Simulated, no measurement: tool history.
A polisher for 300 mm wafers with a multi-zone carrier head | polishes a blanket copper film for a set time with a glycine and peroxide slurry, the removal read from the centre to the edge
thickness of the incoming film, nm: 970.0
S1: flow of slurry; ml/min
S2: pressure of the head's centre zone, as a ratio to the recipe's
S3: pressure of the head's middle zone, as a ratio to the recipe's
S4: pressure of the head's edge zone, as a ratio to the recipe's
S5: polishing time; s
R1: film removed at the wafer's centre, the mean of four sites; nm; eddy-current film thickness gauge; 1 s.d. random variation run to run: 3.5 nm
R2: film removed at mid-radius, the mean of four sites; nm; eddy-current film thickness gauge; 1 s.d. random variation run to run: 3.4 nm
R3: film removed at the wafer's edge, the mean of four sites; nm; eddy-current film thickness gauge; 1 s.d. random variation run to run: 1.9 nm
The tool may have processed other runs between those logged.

{"run": 1, "hour": 0.0, "S1": 295, "S2": 1.0, "S3": 1.0, "S4": 1.0, "S5": 68, "R1": 366.68, "R2": 367.38, "R3": 356.32}
{"run": 2, "hour": 2.7, "S1": 295, "S2": 0.94, "S3": 1.0, "S4": 1.0, "S5": 68, "R1": 347.65, "R2": 369.59, "R3": 356.23}
{"run": 3, "hour": 9.4, "S1": 225, "S2": 0.94, "S3": 1.0, "S4": 1.0, "S5": 68, "R1": 335.22, "R2": 350.01, "R3": 342.99}
{"run": 4, "hour": 11.7, "S1": 215, "S2": 0.97, "S3": 0.95, "S4": 0.99, "S5": 64, "R1": 324.25, "R2": 313.65, "R3": 322.08}
{"run": 5, "hour": 19.7, "S1": 205, "S2": 1.0, "S3": 0.92, "S4": 0.98, "S5": 61, "R1": 318.5, "R2": 281.49, "R3": 294.91}
{"run": 6, "hour": 25.3, "S1": 200, "S2": 1.0, "S3": 0.89, "S4": 0.98, "S5": 60, "R1": 312.3, "R2": 269.28, "R3": 289.28}

Estimate the outcome of run 7 from the log above:
{"run": 7, "hour": 33.9, "S1": 195, "S2": 1.01, "S3": 0.87, "S4": 0.98, "S5": 59, "R1": "?", "R2": "?", "R3": "?"}

R1: 302.97 nm
R2: 264.48 nm
R3: 288.32 nm
